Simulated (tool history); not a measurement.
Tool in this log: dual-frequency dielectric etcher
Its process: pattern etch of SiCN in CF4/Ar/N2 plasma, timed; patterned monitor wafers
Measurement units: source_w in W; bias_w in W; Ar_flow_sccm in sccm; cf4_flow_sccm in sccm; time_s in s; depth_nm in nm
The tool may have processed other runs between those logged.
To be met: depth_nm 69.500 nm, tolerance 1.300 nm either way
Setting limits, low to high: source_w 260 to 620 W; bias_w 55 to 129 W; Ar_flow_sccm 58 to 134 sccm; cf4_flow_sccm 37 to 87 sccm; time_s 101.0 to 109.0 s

{"run": 1, "hour": 0.0, "source_w": 440, "bias_w": 92, "Ar_flow_sccm": 96, "cf4_flow_sccm": 62, "time_s": 109.0, "depth_nm": 100.56}
{"run": 2, "hour": 1.5, "source_w": 400, "bias_w": 91, "Ar_flow_sccm": 96, "cf4_flow_sccm": 62, "time_s": 109.0, "depth_nm": 91.963}
{"run": 3, "hour": 8.7, "source_w": 370, "bias_w": 91, "Ar_flow_sccm": 96, "cf4_flow_sccm": 62, "time_s": 109.0, "depth_nm": 85.832}
{"run": 4, "hour": 17.0, "source_w": 370, "bias_w": 91, "Ar_flow_sccm": 96, "cf4_flow_sccm": 62, "time_s": 101.0, "depth_nm": 80.042}
{"run": 5, "hour": 18.4, "source_w": 370, "bias_w": 91, "Ar_flow_sccm": 90, "cf4_flow_sccm": 62, "time_s": 101.0, "depth_nm": 80.831}
{"run": 6, "hour": 25.8, "source_w": 370, "bias_w": 91, "Ar_flow_sccm": 82, "cf4_flow_sccm": 62, "time_s": 101.0, "depth_nm": 81.782}
{"run": 7, "hour": 29.5, "source_w": 280, "bias_w": 90, "Ar_flow_sccm": 82, "cf4_flow_sccm": 62, "time_s": 101.0, "depth_nm": 62.984}
{"run": 8, "hour": 38.2, "source_w": 290, "bias_w": 90, "Ar_flow_sccm": 82, "cf4_flow_sccm": 62, "time_s": 101.0, "depth_nm": 64.768}
{"run": 9, "hour": 47.0, "source_w": 300, "bias_w": 90, "Ar_flow_sccm": 82, "cf4_flow_sccm": 62, "time_s": 101.0, "depth_nm": 67.023}

5 next moves are on the table. One of them brings every result within its allowed miss. Which?
{"run": "A", "hour": 55.8, "source_w": 280, "bias_w": 97, "Ar_flow_sccm": 86, "cf4_flow_sccm": 56, "time_s": 101.0, "depth_nm": "?"}
{"run": "B", "hour": 55.8, "source_w": 300, "bias_w": 92, "Ar_flow_sccm": 88, "cf4_flow_sccm": 62, "time_s": 103.5, "depth_nm": "?"}
{"run": "C", "hour": 55.8, "source_w": 280, "bias_w": 93, "Ar_flow_sccm": 77, "cf4_flow_sccm": 73, "time_s": 109.0, "depth_nm": "?"}
{"run": "D", "hour": 55.8, "source_w": 280, "bias_w": 91, "Ar_flow_sccm": 73, "cf4_flow_sccm": 62, "time_s": 105.0, "depth_nm": "?"}
{"run": "E", "hour": 55.8, "source_w": 290, "bias_w": 89, "Ar_flow_sccm": 86, "cf4_flow_sccm": 58, "time_s": 103.0, "depth_nm": "?"}

move=A depth_nm=63.693
move=B depth_nm=69.119
move=C depth_nm=71.542
move=D depth_nm=66.627
move=E depth_nm=65.068
A: lands further from the targets than the last run did
B: in spec on every target
C: the result that was furthest off in the last run now lies on the other side of its target
D: lands further from the targets than the last run did
E: lands further from the targets than the last run did
Answer: B
